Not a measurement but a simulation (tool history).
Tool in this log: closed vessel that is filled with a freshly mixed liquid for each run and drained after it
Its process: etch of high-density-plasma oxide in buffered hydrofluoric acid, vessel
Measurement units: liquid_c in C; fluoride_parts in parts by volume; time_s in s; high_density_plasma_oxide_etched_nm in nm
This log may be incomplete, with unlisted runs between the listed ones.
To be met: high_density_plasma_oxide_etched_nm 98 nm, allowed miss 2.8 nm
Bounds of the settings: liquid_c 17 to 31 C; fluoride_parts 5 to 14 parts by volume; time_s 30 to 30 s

| run | hour | liquid_c | fluoride_parts | time_s | high_density_plasma_oxide_etched_nm |
|---|---|---|---|---|---|
| 1 | 0 | 23 | 8.5 | 30 | 42.616 |
| 2 | 5.1 | 23 | 8.5 | 30 | 42.15 |
| 3 | 8.4 | 25.5 | 7.5 | 30 | 55.465 |
| 4 | 15 | 27 | 7 | 30 | 63.837 |
| 5 | 16.4 | 28 | 6.5 | 30 | 72.436 |
| 6 | 17.2 | 28 | 9 | 30 | 51.754 |
| 7 | 20.3 | 29 | 8 | 30 | 61.176 |
| 8 | 20.9 | 29.5 | 7 | 30 | 74.213 |
| 9 | 29.1 | 30 | 6.5 | 30 | 80.479 |
| 10 | 37.5 | 30.5 | 6 | 30 | 88.309 |

Consider the 4 candidate settings below. Which is the only one whose results all fall within their allowed miss of target?
| A | 45.9 | 28.5 | 6 | 30 | ? |
| B | 45.9 | 31 | 6.5 | 30 | ? |
| C | 45.9 | 29 | 6 | 30 | ? |
| D | 45.9 | 29.5 | 5 | 30 | ? |

| move | high_density_plasma_oxide_etched_nm |
|---|---|
| A | 78.611 |
| B | 83.629 |
| C | 80.712 |
| D | 96.648 |
A: the biggest miss grows against the last run
B: the biggest miss grows against the last run
C: the biggest miss grows against the last run
D: hits every target within its allowed miss
Move D is the one to make.

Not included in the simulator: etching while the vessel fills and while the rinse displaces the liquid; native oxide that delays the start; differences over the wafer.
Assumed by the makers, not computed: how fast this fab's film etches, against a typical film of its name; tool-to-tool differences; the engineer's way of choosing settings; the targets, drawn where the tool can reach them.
